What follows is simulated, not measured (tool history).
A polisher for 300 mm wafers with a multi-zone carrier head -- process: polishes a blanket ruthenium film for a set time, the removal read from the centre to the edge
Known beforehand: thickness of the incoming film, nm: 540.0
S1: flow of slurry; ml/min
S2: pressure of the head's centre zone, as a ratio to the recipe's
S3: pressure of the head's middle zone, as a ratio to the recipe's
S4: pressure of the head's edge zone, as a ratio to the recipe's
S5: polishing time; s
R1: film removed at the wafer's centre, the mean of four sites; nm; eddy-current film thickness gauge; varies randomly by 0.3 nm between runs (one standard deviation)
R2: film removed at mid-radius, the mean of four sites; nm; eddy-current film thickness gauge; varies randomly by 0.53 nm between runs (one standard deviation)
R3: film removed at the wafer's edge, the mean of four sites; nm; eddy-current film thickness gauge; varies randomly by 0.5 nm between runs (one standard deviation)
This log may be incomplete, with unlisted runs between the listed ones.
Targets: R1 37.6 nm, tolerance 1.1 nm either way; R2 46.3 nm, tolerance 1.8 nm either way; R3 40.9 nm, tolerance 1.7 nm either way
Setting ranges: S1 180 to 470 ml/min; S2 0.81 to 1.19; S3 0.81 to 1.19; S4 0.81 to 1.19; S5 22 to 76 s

run,hour,S1,S2,S3,S4,S5,R1,R2,R3
1,0,300,1,1,1,49,56.572,57.361,56.115
2,5.1,295,0.96,1.01,0.97,46,49.758,53.511,51.578
3,13.9,295,0.96,0.95,0.97,46,50.432,52.031,52.023
4,17.4,295,0.94,0.97,0.94,44,47.209,50.644,48.88
5,21.3,290,0.92,0.98,0.91,43,45.524,49.3,47.669
6,28.9,290,0.92,0.98,0.91,35,36.691,39.107,38.337
7,36.6,300,0.91,1.01,0.91,36,37.767,42.243,39.34
8,40.8,305,0.9,1.02,0.92,36,36.967,42.877,39.848
9,44,330,0.91,1.09,0.93,37,38.749,45.473,41.272

Pick the move, out of 4, that brings all results within their allowed miss; only one does.
A,47.2,335,0.96,1.14,0.94,37,?,?,?
B,47.2,340,0.91,1.13,0.97,36,?,?,?
C,47.2,305,0.94,1.02,0.95,37,?,?,?
D,47.2,340,0.93,1.11,0.94,37,?,?,?

move,R1,R2,R3
A,41.523,46.894,41.767
B,38.328,45.433,41.287
C,40.277,43.384,41.773
D,40.261,46.162,41.817
A: moves away from the targets compared with the last run
B: every result lands within tolerance
C: moves away from the targets compared with the last run
D: moves away from the targets compared with the last run
Correct choice: B, which meets every target

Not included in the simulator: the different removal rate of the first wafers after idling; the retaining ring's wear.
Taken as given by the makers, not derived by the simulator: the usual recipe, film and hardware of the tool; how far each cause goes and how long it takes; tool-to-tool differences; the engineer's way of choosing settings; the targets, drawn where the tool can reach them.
